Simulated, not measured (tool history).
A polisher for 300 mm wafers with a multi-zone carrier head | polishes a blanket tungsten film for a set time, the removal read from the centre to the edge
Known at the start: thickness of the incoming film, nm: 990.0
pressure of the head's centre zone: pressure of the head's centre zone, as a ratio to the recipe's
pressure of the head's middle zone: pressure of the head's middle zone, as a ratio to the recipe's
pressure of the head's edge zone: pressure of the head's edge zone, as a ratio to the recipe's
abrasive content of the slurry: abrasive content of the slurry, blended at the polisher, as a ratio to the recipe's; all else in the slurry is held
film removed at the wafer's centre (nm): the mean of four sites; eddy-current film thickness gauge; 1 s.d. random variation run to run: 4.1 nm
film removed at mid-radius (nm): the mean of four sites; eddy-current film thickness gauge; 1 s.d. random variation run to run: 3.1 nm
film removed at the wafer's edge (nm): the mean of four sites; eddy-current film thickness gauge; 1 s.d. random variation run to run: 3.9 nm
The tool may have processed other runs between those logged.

run  hour  flow of slurry (ml/min)  pressure of the head's centre zone  pressure of the head's middle zone  pressure of the head's edge zone  abrasive content of the slurry  polishing time (s)  film removed at the wafer's centre (nm)  film removed at mid-radius (nm)  film removed at the wafer's edge (nm)
  1     0                      215                                   1                                   1                                 1                               1                  53                                      211                           205.91                                 206.68
  2   5.9                      215                                   1                                0.94                                 1                               1                  53                                   213.67                           197.93                                 206.67
  3  14.4                      175                                   1                                0.94                                 1                               1                  53                                   209.87                           191.43                                 202.57
  4  21.7                      130                                   1                                0.94                                 1                               1                  53                                   191.48                           179.08                                 189.19
  5  22.3                      130                                   1                                 0.9                                 1                               1                  53                                   192.44                           168.48                                 193.89
  6    24                      130                                   1                                 0.9                              0.96                               1                  53                                    189.8                           172.13                                    190
  7  25.3                      150                                0.98                                0.92                              0.98                            1.05                  55                                   203.57                           191.35                                 202.04
  8  31.1                      165                                0.96                                0.93                              1.01                             1.1                  56                                   208.69                           201.01                                 219.07
  9  37.1                      225                                0.98                                1.03                              1.04                            1.35                  63                                   264.74                           271.42                                  259.4
 10  45.8                      230                                0.97                                1.04                              1.05                            1.35                  63                                   265.98                           273.37                                 269.55

Estimate the outcome of run 11 from the log above:
 11  46.4                      235                                0.96                                1.06                              1.06                            1.35                  63                                        ?                                ?                                      ?

film removed at the wafer's centre (nm): 261.45
film removed at mid-radius (nm): 278.45
film removed at the wafer's edge (nm): 272.74
